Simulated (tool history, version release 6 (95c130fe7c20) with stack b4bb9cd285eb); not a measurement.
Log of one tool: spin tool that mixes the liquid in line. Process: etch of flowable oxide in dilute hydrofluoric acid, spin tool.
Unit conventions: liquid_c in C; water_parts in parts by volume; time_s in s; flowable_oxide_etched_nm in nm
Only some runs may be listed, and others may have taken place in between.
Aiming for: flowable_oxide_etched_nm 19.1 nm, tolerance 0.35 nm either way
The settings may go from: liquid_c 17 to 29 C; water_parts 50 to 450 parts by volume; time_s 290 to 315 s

run  hour  liquid_c  water_parts  time_s  flowable_oxide_etched_nm
  1     0        21          250     290                    23.281
  2   8.7      17.5          250     290                    20.294
  3  10.4      17.5          165     290                      33.6
  4  15.6      17.5          195     290                     27.78
  5  16.9      17.5          195     315                     30.08
  6  19.3        19          195     315                    31.869
  7  22.1      18.5          225     315                    26.355
  8  24.1        18          240     315                    23.755

Which single option among these 4 for the next run brings every result within its allowed miss of target? Just one does.
  A  26.1        22          285     290                         ?
  B  26.1        20          305     290                         ?
  C  26.1      17.5          265     290                         ?
  D  26.1        18          210     310                         ?

move  flowable_oxide_etched_nm
   A                    20.651
   B                    17.625
   C                    19.137
   D                    27.653
A: an improvement on the last run, though not all results are within tolerance
B: the result that was furthest off in the last run now lies on the other side of its target
C: all results in spec
D: further off than the last run
C is the move that brings every result within its allowed miss.
